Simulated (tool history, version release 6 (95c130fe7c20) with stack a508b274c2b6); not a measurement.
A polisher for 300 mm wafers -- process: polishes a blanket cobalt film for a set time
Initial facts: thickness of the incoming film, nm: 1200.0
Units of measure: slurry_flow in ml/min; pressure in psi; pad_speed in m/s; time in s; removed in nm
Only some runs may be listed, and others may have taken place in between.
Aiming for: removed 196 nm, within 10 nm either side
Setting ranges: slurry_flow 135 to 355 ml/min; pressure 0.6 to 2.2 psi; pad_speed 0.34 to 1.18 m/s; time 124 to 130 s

run	hour	slurry_flow	pressure	pad_speed	time	removed
1	0	225	1.4	0.76	124	314.03
2	2.9	225	1.3	0.76	124	285.88
3	3.8	225	1.3	0.68	124	262.99
4	10.3	225	1.3	0.78	124	301.89
5	17.7	280	1.3	0.78	124	307.14
6	25.1	245	1.3	0.78	124	299.31
7	31.3	245	1.2	0.78	124	283.75
8	36.1	245	1.1	0.78	124	257.09
9	43.1	245	1	0.78	124	241.13
10	50.4	245	0.9	0.78	124	228.7

Which of these 5 next moves meets every target?
A	57.7	260	0.9	0.86	130	?
B	57.7	255	0.6	0.9	129	?
C	57.7	235	1.1	0.78	130	?
D	57.7	170	1.1	0.76	130	?
E	57.7	230	0.8	0.92	128	?

move	removed
A	259.33
B	194.12
C	276.07
D	256.37
E	243.94
A: further off than the last run
B: hits every target within its allowed miss
C: further off than the last run
D: further off than the last run
E: further off than the last run
Move B is the one to make.

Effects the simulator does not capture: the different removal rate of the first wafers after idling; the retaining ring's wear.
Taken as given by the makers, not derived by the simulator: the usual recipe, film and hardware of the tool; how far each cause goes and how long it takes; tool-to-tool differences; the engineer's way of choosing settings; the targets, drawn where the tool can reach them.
